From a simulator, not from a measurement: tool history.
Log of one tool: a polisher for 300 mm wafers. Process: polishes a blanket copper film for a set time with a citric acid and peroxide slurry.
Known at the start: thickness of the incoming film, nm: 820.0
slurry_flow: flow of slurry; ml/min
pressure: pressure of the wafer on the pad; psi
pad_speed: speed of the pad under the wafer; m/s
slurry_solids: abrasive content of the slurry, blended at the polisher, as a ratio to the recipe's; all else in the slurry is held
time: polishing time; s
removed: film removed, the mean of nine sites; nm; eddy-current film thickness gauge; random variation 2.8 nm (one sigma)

run,hour,slurry_flow,pressure,pad_speed,slurry_solids,time,removed
1,0,280,2.5,1.24,1,99,220.72
2,6.3,280,2.4,1.24,1,99,214.47
3,7.1,280,2.4,1.24,1.1,99,222.22
4,13.3,280,2.3,1.24,1.1,99,219.42
5,18.1,280,2.3,1.24,1.1,105,233.03
6,22.1,220,2.3,1.24,1.1,105,225.23
7,23.5,220,2.2,1.24,1.1,105,221.52
8,26.8,220,2.1,1.24,1.1,105,205.47
9,33.5,220,2,1.24,1.1,105,206.26
10,36.7,220,2,1.24,1.1,105,205.6

Run 11 comes next. What will it give?
11,44.8,220,1.9,1.24,1.1,105,?

removed: 200.82 nm
